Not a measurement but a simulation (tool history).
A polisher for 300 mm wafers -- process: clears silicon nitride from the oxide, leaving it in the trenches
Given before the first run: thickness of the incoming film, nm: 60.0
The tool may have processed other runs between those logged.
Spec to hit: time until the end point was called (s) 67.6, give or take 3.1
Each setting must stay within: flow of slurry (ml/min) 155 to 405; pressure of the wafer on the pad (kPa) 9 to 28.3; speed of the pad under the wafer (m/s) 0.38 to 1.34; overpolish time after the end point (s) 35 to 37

run,hour,flow of slurry (ml/min),pressure of the wafer on the pad (kPa),speed of the pad under the wafer (m/s),overpolish time after the end point (s),time until the end point was called (s)
1,0,260,18.6,0.86,35,103.47
2,8.6,260,18.6,0.86,35,104.52
3,16.5,260,18.6,0.68,35,128.01
4,20.8,260,18.6,0.84,35,107.56
5,21.5,260,18.6,0.84,35,105.04
6,24.6,260,16.5,0.84,35,117.97
7,28,260,19.3,0.86,35,100.94
8,30.5,260,24.1,0.9,35,77.248
9,35.8,260,24.8,0.9,35,75.073
10,44.7,260,25.5,0.9,35,73.17
11,45.9,260,26.2,0.9,35,72.444

4 next moves are on the table. One of them brings every result within its allowed miss. Which?
A,47.1,290,25.5,0.86,35,?
B,47.1,280,24.8,1,35,?
C,47.1,280,26.2,0.86,37,?
D,47.1,205,26.9,0.84,35,?

move,time until the end point was called (s)
A,75.558
B,67.264
C,73.875
D,76.598
A: further off than the last run
B: in spec on every target
C: further off than the last run
D: further off than the last run
The move that meets every target is B.
